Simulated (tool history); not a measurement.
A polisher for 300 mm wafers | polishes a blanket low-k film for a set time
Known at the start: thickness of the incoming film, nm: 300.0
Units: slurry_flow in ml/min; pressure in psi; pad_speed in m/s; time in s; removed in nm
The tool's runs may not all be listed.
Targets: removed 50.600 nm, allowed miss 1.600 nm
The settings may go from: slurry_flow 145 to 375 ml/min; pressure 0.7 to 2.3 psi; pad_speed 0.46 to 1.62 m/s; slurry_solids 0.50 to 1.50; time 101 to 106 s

run  hour  slurry_flow  pressure  pad_speed  slurry_solids  time  removed
  1   0.0          240       1.5       1.04           1.00   101   37.532
  2   4.6          240       1.3       1.04           1.00   101   32.792
  3  11.9          240       1.3       1.04           0.85   101   30.581
  4  18.6          240       1.3       1.04           0.85   106   32.320
  5  25.1          245       1.5       1.04           0.85   106   36.695
  6  30.8          220       1.5       1.04           0.85   106   36.885
  7  33.0          220       1.6       1.04           0.85   106   39.125
  8  39.2          220       1.7       1.04           0.85   106   41.745

4 next moves are on the table. One of them brings every result within its allowed miss. Which?
  A  45.4          265       1.9       1.24           0.95   103        ?
  B  45.4          220       2.2       1.06           0.80   106        ?
  C  45.4          210       1.6       1.34           0.80   106        ?
  D  45.4          235       1.8       1.16           0.95   106        ?

move  removed
   A   54.606
   B   52.707
   C   46.346
   D   49.892
A: takes the result that was furthest off past its target
B: takes the result that was furthest off past its target
C: nearer than the last run, and not there yet
D: meets every target
Answer: D
